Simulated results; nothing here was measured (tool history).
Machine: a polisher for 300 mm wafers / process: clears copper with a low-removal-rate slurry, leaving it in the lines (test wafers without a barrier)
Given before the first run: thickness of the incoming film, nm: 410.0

run  hour  flow of slurry (ml/min)  pressure of the wafer on the pad (psi)  speed of the pad under the wafer (m/s)  abrasive content of the slurry  overpolish time after the end point (s)  time until the end point was called (s)  dishing of a wide line in a test structure (angstrom)
  1   0.0                      260                                     2.1                                    1.24                            1.00                                       14                                   158.09                                                257.920
  2   5.5                      260                                     2.2                                    1.26                            1.00                                       12                                   157.25                                                251.680
  3  14.5                      210                                     2.2                                    1.26                            1.00                                       12                                   155.50                                                239.660
  4  19.3                      210                                     2.0                                    1.26                            1.00                                       12                                   166.72                                                220.320
  5  25.4                      200                                     1.9                                    1.38                            1.10                                       11                                   164.07                                                212.450
  6  30.9                      200                                     1.9                                    1.08                            1.10                                       11                                   196.74                                                176.630
  7  35.1                      195                                     2.0                                    1.14                            1.15                                       10                                   174.18                                                180.840
  8  36.3                      190                                     2.6                                    1.22                            1.25                                        4                                   134.79                                                 99.624
  9  44.7                      190                                     2.6                                    1.28                            1.20                                        5                                   128.37                                                134.770
 10  51.2                      190                                     2.7                                    1.30                            1.15                                        5                                   125.63                                                134.820
 11  54.4                      190                                     2.8                                    1.34                            1.10                                        5                                   119.22                                                136.370
 12  56.8                      190                                     2.8                                    1.38                            1.05                                        5                                   116.90                                                142.680
 13  64.1                      190                                     2.8                                    1.40                            1.05                                        5                                   113.75                                                142.900
 14  72.9                      190                                     2.8                                    1.42                            1.05                                        5                                   117.61                                                143.520

What will run 15 give?
 15  79.4                      190                                     2.8                                    1.44                            1.05                                        5                                        ?                                                      ?

{"run 15": {"time until the end point was called (s)": 112.29, "dishing of a wide line in a test structure (angstrom)": 144.53}}

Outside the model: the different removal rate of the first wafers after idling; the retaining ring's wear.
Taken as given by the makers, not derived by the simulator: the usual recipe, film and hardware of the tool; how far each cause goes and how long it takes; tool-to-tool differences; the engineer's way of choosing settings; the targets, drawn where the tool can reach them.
